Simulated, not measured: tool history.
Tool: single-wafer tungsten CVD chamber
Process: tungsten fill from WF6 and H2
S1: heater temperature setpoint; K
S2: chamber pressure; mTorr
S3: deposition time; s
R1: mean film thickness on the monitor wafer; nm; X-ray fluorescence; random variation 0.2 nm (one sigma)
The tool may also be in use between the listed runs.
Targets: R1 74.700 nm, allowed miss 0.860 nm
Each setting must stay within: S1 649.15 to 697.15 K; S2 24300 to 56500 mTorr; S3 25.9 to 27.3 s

run 1 hour=0.0 | S1=673.15 S2=40400 S3=27.3 | R1=82.942
run 2 hour=0.5 | S1=672.15 S2=40400 S3=27.3 | R1=81.059
run 3 hour=7.6 | S1=672.15 S2=45500 S3=27.3 | R1=85.125
run 4 hour=13.9 | S1=672.15 S2=45500 S3=27.3 | R1=85.408
run 5 hour=22.5 | S1=671.15 S2=45500 S3=27.3 | R1=83.765
run 6 hour=26.4 | S1=670.15 S2=45500 S3=27.3 | R1=82.376
run 7 hour=34.0 | S1=669.15 S2=45500 S3=27.3 | R1=81.058
run 8 hour=37.7 | S1=668.15 S2=45500 S3=27.3 | R1=79.386
run 9 hour=46.6 | S1=668.15 S2=45500 S3=27.3 | R1=79.761
run 10 hour=51.4 | S1=668.15 S2=45500 S3=27.3 | R1=79.481

Below are 5 possible settings for the next run. Only one of them brings all results inside the allowed miss of their targets. Which is it?
run A hour=56.2 | S1=667.15 S2=46500 S3=26.6 | R1=?
run B hour=56.2 | S1=666.15 S2=43500 S3=25.9 | R1=?
run C hour=56.2 | S1=670.15 S2=41500 S3=26.4 | R1=?
run D hour=56.2 | S1=664.15 S2=46400 S3=27.3 | R1=?
run E hour=56.2 | S1=671.15 S2=44700 S3=27.3 | R1=?

move=A R1=76.726
move=B R1=71.536
move=C R1=76.897
move=D R1=74.578
move=E R1=83.272
A: better than the last run, though not everything is in spec
B: takes the result that was furthest off past its target
C: better than the last run, though not everything is in spec
D: all results land within tolerance of their targets
E: further off than the last run
Move D is the one to make.

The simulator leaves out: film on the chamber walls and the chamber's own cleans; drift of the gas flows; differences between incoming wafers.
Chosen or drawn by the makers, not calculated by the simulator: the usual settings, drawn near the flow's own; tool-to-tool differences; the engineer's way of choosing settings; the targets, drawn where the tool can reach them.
